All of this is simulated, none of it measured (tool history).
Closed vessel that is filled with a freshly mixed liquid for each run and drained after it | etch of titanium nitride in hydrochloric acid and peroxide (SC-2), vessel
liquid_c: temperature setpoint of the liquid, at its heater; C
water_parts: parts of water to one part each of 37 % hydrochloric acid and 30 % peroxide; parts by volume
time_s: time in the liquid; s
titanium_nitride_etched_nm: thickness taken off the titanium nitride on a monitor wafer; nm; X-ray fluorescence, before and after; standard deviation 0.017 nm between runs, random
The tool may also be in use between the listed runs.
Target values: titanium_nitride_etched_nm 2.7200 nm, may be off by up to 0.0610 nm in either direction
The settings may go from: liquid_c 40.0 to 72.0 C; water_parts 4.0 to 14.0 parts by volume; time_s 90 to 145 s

run	hour	liquid_c	water_parts	time_s	titanium_nitride_etched_nm
1	0.0	56.0	7.5	145	4.1921
2	7.2	56.0	7.5	90	2.5664
3	9.6	62.0	7.5	90	3.7746
4	18.0	59.5	7.5	90	3.2152
5	19.7	58.5	7.5	90	3.0368
6	20.6	58.5	7.5	145	4.8978
7	27.3	58.5	7.5	145	4.8894
8	32.6	55.5	7.5	145	4.0724
9	41.5	48.0	7.5	145	2.4631
10	49.5	48.5	7.5	145	2.5084
11	54.7	49.0	7.5	145	2.6332

4 next moves are on the table. One of them brings every result within its allowed miss. Which?
A	59.9	51.0	7.0	125	?
B	59.9	48.0	6.5	130	?
C	59.9	52.0	7.5	115	?
D	59.9	51.5	7.5	120	?

move	titanium_nitride_etched_nm
A	2.7727
B	2.4981
C	2.5816
D	2.6065
A: all results in spec
B: its largest miss is bigger than the last run's
C: its largest miss is bigger than the last run's
D: its largest miss is bigger than the last run's
A meets every target.
